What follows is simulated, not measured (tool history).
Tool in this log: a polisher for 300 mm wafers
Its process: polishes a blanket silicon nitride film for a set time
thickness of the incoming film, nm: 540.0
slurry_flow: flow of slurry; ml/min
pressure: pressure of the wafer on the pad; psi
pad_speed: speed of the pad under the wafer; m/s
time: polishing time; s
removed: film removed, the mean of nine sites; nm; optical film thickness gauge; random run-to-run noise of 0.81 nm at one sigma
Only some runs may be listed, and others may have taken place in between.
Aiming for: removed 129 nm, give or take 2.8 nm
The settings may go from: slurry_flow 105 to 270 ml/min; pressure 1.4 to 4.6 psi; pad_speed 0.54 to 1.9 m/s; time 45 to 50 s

{"run": 1, "hour": 0.0, "slurry_flow": 175, "pressure": 3, "pad_speed": 1.22, "time": 50, "removed": 96.249}
{"run": 2, "hour": 4.6, "slurry_flow": 175, "pressure": 3.5, "pad_speed": 1.22, "time": 50, "removed": 109.78}
{"run": 3, "hour": 11.7, "slurry_flow": 175, "pressure": 3.5, "pad_speed": 1.22, "time": 50, "removed": 111.15}
{"run": 4, "hour": 15.2, "slurry_flow": 185, "pressure": 3.6, "pad_speed": 1.22, "time": 50, "removed": 115.44}
{"run": 5, "hour": 23.6, "slurry_flow": 185, "pressure": 3.6, "pad_speed": 0.92, "time": 50, "removed": 93.419}
{"run": 6, "hour": 31.7, "slurry_flow": 150, "pressure": 3.6, "pad_speed": 0.92, "time": 50, "removed": 89.594}
{"run": 7, "hour": 40.4, "slurry_flow": 165, "pressure": 3.8, "pad_speed": 0.92, "time": 50, "removed": 96.955}
{"run": 8, "hour": 44.3, "slurry_flow": 215, "pressure": 4.6, "pad_speed": 0.92, "time": 50, "removed": 121.56}

4 candidate next runs follow, results not yet known. Just one meets every target within its allowed miss. Identify it.
{"run": "A", "hour": 48.2, "slurry_flow": 180, "pressure": 4.6, "pad_speed": 0.94, "time": 46, "removed": "?"}
{"run": "B", "hour": 48.2, "slurry_flow": 195, "pressure": 4.5, "pad_speed": 1.04, "time": 46, "removed": "?"}
{"run": "C", "hour": 48.2, "slurry_flow": 215, "pressure": 4.6, "pad_speed": 1.1, "time": 47, "removed": "?"}
{"run": "D", "hour": 48.2, "slurry_flow": 220, "pressure": 4.6, "pad_speed": 0.86, "time": 49, "removed": "?"}

move=A removed=111.25
move=B removed=118.84
move=C removed=131.15
move=D removed=114.18
A: lands further from the targets than the last run did
B: lands further from the targets than the last run did
C: every result within its allowed miss
D: lands further from the targets than the last run did
The move that meets every target is C.
